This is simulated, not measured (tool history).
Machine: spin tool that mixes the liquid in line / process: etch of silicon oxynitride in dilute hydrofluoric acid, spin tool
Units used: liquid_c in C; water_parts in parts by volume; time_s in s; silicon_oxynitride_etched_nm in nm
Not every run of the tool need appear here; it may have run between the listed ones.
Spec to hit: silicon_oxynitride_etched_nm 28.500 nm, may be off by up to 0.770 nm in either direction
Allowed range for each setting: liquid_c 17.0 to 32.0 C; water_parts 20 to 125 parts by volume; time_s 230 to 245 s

run  hour  liquid_c  water_parts  time_s  silicon_oxynitride_etched_nm
  1   0.0      24.0           70     230                        13.680
  2   4.7      25.5           65     230                        15.824
  3   9.2      24.0           65     230                        14.748
  4  17.1      27.0           65     230                        17.114
  5  19.4      27.0           55     230                        20.328
  6  25.1      28.0           55     230                        21.363
  7  27.6      32.0           45     230                        31.992
  8  34.3      31.5           45     230                        31.057
  9  37.3      31.0           45     230                        30.326
 10  46.0      30.5           45     230                        29.895

4 next moves are on the table. One of them brings every result within its allowed miss. Which?
  A  54.7      29.5           45     245                             ?
  B  54.7      32.0           45     230                             ?
  C  54.7      32.0           50     230                             ?
  D  54.7      29.5           40     240                             ?

move  silicon_oxynitride_etched_nm
   A                        30.100
   B                        31.800
   C                        28.475
   D                        33.321
A: lands further from the targets than the last run did
B: lands further from the targets than the last run did
C: hits every target within its allowed miss
D: lands further from the targets than the last run did
So the answer is move C, the one that meets all the targets.
